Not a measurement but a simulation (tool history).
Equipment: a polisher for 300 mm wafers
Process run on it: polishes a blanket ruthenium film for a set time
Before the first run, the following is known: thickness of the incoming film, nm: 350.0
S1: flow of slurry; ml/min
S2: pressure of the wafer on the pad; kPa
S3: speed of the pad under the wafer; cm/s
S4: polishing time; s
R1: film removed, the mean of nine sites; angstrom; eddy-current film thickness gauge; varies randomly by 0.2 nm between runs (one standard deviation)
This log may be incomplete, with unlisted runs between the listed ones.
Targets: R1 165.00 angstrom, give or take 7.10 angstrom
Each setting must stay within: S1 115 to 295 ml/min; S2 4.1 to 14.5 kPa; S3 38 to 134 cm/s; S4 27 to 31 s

| run | hour | S1 | S2 | S3 | S4 | R1 |
|---|---|---|---|---|---|---|
| 1 | 0.0 | 190 | 9.0 | 86 | 31 | 233.57 |
| 2 | 2.6 | 220 | 9.0 | 86 | 31 | 238.63 |
| 3 | 3.7 | 220 | 10.3 | 86 | 31 | 276.83 |
| 4 | 5.6 | 220 | 9.7 | 86 | 31 | 261.09 |
| 5 | 11.0 | 220 | 9.7 | 66 | 31 | 199.35 |
| 6 | 15.6 | 220 | 11.0 | 66 | 31 | 227.97 |
| 7 | 19.0 | 220 | 10.3 | 66 | 31 | 217.16 |
| 8 | 27.3 | 215 | 9.0 | 66 | 31 | 183.47 |

Which single option among these 4 for the next run brings every result within its allowed miss of target? Just one does.
| A | 35.6 | 215 | 7.6 | 66 | 28 | ? |
| B | 35.6 | 215 | 8.3 | 64 | 28 | ? |
| C | 35.6 | 185 | 9.7 | 66 | 31 | ? |
| D | 35.6 | 215 | 7.6 | 68 | 31 | ? |

| move | R1 |
|---|---|
| A | 143.20 |
| B | 151.22 |
| C | 196.66 |
| D | 163.16 |
A: carries the result that was furthest off beyond its target, to the other side
B: carries the result that was furthest off beyond its target, to the other side
C: further off than the last run
D: all results land within tolerance of their targets
D is the move that brings every result within its allowed miss.
